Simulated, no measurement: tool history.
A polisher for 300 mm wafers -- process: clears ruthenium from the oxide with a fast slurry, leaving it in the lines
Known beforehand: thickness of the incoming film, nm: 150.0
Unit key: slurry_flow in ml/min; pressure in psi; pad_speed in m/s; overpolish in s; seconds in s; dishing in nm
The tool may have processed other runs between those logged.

run,hour,slurry_flow,pressure,pad_speed,slurry_solids,overpolish,seconds,dishing
1,0.0,290,3.2,1.28,1.0,16,22.186,85.059
2,3.3,360,3.2,1.28,1.0,16,22.106,84.499
3,10.4,360,3.4,1.28,1.0,14,21.390,80.275
4,15.9,360,3.6,1.30,1.0,12,19.663,74.326
5,24.1,360,3.6,1.06,1.0,12,24.133,62.471
6,31.7,360,3.9,1.06,1.0,11,22.864,61.308
7,39.1,360,4.1,1.08,1.0,10,21.668,59.226

What does the tool deliver on the next run?
8,45.9,360,4.3,1.10,1.0,10,?,?

{"run 8": {"seconds": 20.556, "dishing": 61.588}}

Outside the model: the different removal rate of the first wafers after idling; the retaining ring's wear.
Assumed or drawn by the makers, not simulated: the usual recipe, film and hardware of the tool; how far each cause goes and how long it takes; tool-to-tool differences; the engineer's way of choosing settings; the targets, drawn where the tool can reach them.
